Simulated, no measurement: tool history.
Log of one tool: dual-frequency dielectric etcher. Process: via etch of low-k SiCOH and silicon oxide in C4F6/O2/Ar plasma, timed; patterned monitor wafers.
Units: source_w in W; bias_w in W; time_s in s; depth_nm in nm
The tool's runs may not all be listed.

run 1 day=0 | source_w=350 bias_w=199 time_s=89.5 | depth_nm=235.73
run 2 day=0.038 | source_w=350 bias_w=199 time_s=89.5 | depth_nm=236.1
run 3 day=0.254 | source_w=330 bias_w=197 time_s=89.5 | depth_nm=230.25
run 4 day=0.562 | source_w=330 bias_w=161 time_s=89.5 | depth_nm=217.81
run 5 day=0.871 | source_w=330 bias_w=177 time_s=89.5 | depth_nm=225.69
run 6 day=1.05 | source_w=330 bias_w=177 time_s=93.5 | depth_nm=232.34
run 7 day=1.379 | source_w=310 bias_w=175 time_s=93.5 | depth_nm=229.09
run 8 day=1.429 | source_w=300 bias_w=173 time_s=93.5 | depth_nm=228.02
run 9 day=1.533 | source_w=290 bias_w=171 time_s=93.5 | depth_nm=224.11

The next listed run, before its measurement:
run 10 day=1.6 | source_w=280 bias_w=170 time_s=93.5 | depth_nm=?

{"run 10": {"depth_nm": 221.94}}

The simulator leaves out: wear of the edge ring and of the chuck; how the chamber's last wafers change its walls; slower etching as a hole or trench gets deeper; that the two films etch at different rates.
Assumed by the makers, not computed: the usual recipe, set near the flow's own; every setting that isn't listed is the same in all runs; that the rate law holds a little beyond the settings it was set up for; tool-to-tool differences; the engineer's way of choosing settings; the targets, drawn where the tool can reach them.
